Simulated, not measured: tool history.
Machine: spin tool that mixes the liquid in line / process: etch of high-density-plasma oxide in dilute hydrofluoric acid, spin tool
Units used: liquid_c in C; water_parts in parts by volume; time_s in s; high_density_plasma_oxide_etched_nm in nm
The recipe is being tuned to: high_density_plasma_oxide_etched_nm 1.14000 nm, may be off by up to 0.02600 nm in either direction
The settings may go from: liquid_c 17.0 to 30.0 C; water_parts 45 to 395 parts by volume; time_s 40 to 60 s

run,hour,liquid_c,water_parts,time_s,high_density_plasma_oxide_etched_nm
1,0.0,22.0,220,60,1.81940
2,1.7,20.5,235,60,1.57630
3,6.2,20.5,235,40,1.05340
4,12.8,21.0,235,40,1.08410
# hour 17.2: hydrofluoric acid flow meter replaced
5,17.2,21.5,235,40,0.99564
6,21.6,20.5,235,40,0.96261
7,22.2,21.0,235,40,0.97882
8,25.0,22.0,235,40,1.02430
9,27.9,21.5,230,40,1.02950
10,31.0,21.0,225,40,1.03800
11,33.6,21.5,225,40,1.05940
12,40.4,21.5,220,40,1.07920
13,47.4,22.0,220,40,1.10200

Of the 4 settings listed for the next run, only one would bring every result within its allowed miss of target. Which one?
A,54.4,22.5,280,55,?
B,54.4,20.0,275,55,?
C,54.4,22.0,225,40,?
D,54.4,19.5,190,40,?

move,high_density_plasma_oxide_etched_nm
A,1.15480
B,1.07860
C,1.08310
D,1.20710
A: all results in spec
B: moves away from the targets compared with the last run
C: moves away from the targets compared with the last run
D: moves the result that the last run missed by most past its target, out the other side
Answer: A
